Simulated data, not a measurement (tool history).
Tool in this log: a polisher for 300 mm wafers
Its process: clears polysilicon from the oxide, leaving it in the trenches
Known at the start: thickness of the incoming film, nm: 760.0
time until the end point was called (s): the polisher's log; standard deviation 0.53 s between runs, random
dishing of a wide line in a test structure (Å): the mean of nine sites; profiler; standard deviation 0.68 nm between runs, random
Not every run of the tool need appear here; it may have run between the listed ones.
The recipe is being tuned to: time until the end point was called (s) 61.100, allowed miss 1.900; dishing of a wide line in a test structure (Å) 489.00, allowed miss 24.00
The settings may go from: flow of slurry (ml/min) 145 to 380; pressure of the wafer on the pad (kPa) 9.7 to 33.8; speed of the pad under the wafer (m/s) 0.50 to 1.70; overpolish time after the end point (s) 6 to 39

run	hour	flow of slurry (ml/min)	pressure of the wafer on the pad (kPa)	speed of the pad under the wafer (m/s)	overpolish time after the end point (s)	time until the end point was called (s)	dishing of a wide line in a test structure (Å)
1	0.0	245	21.4	1.10	20	41.662	526.39
2	8.4	245	21.4	1.22	20	37.522	520.27
3	9.7	245	25.5	1.22	20	31.928	515.06
4	13.0	245	25.5	1.22	24	32.010	518.26
5	13.8	190	25.5	1.22	24	33.382	513.52
6	20.6	175	20.7	1.20	20	40.892	526.61
7	21.8	200	17.9	1.16	26	48.022	536.86
8	24.3	190	16.5	1.12	19	53.529	510.84
9	32.2	185	15.9	1.12	16	55.290	505.62
10	38.1	165	13.1	1.12	6	66.393	393.33
11	46.0	175	13.1	1.12	10	64.371	461.80
12	54.5	185	13.1	1.12	11	63.987	478.40

4 next moves are on the table. One of them brings every result within its allowed miss. Which?
A	63.0	165	17.9	0.94	10	?	?
B	63.0	165	13.8	1.24	11	?	?
C	63.0	145	16.5	1.10	7	?	?
D	63.0	145	14.5	1.08	8	?	?

move	time until the end point was called (s)	dishing of a wide line in a test structure (Å)
A	60.394	475.40
B	57.812	487.82
C	57.115	438.24
D	65.174	438.47
A: meets every target
B: carries the result that was furthest off beyond its target, to the other side
C: carries the result that was furthest off beyond its target, to the other side
D: moves away from the targets compared with the last run
The right move is A.

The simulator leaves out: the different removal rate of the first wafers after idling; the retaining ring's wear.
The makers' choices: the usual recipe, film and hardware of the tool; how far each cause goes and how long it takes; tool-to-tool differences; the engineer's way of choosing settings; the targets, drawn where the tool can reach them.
